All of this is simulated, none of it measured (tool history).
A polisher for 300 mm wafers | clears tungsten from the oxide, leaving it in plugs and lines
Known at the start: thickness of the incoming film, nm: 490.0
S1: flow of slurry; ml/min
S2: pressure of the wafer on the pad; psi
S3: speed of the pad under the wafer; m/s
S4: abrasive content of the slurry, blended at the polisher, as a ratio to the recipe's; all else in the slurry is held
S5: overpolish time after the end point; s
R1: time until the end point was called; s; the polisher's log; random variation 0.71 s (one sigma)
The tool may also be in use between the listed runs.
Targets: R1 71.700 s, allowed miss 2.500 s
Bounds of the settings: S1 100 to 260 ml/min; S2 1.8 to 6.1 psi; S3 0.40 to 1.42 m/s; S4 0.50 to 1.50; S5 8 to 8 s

Run 1, day 0.000: S1 165 ml/min, S2 3.9 psi, S3 0.90 m/s, S4 1.00, S5 8 s. Result: R1 110.500 s.
Run 2, day 0.329: S1 185 ml/min, S2 3.9 psi, S3 0.90 m/s, S4 1.00, S5 8 s. Result: R1 109.950 s.
Run 3, day 0.679: S1 185 ml/min, S2 3.9 psi, S3 0.90 m/s, S4 1.00, S5 8 s. Result: R1 109.280 s.
Run 4, day 0.788: S1 165 ml/min, S2 3.9 psi, S3 0.90 m/s, S4 1.00, S5 8 s. Result: R1 111.520 s.
Run 5, day 1.075: S1 165 ml/min, S2 4.2 psi, S3 0.90 m/s, S4 1.00, S5 8 s. Result: R1 105.010 s.
Run 6, day 1.425: S1 190 ml/min, S2 4.2 psi, S3 0.90 m/s, S4 1.00, S5 8 s. Result: R1 103.360 s.
Run 7, day 1.496: S1 190 ml/min, S2 4.5 psi, S3 0.90 m/s, S4 1.00, S5 8 s. Result: R1 97.448 s.
Run 8, day 1.650: S1 190 ml/min, S2 4.7 psi, S3 0.90 m/s, S4 1.00, S5 8 s. Result: R1 96.441 s.
Run 9, day 1.792: S1 190 ml/min, S2 4.9 psi, S3 0.92 m/s, S4 1.00, S5 8 s. Result: R1 88.239 s.
Run 10, day 2.117: S1 190 ml/min, S2 5.1 psi, S3 0.92 m/s, S4 1.00, S5 8 s. Result: R1 86.541 s.
Run 11, day 2.383: S1 190 ml/min, S2 5.3 psi, S3 0.92 m/s, S4 1.00, S5 8 s. Result: R1 85.034 s.
Run 12, day 2.729: S1 190 ml/min, S2 5.4 psi, S3 0.92 m/s, S4 1.00, S5 8 s. Result: R1 83.100 s.
Run 13, day 2.992: S1 205 ml/min, S2 6.0 psi, S3 0.92 m/s, S4 1.00, S5 8 s. Result: R1 75.028 s.
Run 14, day 3.238: S1 205 ml/min, S2 6.0 psi, S3 0.92 m/s, S4 1.00, S5 8 s. Result: R1 75.171 s.

4 next moves are on the table. One of them brings every result within its allowed miss. Which?
Run A, day 3.483: S1 180 ml/min, S2 4.9 psi, S3 1.12 m/s, S4 1.20, S5 8 s. Result: R1 ?.
Run B, day 3.483: S1 215 ml/min, S2 5.1 psi, S3 0.96 m/s, S4 1.15, S5 8 s. Result: R1 ?.
Run C, day 3.483: S1 200 ml/min, S2 6.1 psi, S3 0.90 m/s, S4 1.00, S5 8 s. Result: R1 ?.
Run D, day 3.483: S1 235 ml/min, S2 5.7 psi, S3 0.94 m/s, S4 0.90, S5 8 s. Result: R1 ?.

move      R1
   A  70.910
   B  78.526
   C  76.517
   D  78.601
A: meets every target
B: further off than the last run
C: further off than the last run
D: further off than the last run
Move A is the one to make.

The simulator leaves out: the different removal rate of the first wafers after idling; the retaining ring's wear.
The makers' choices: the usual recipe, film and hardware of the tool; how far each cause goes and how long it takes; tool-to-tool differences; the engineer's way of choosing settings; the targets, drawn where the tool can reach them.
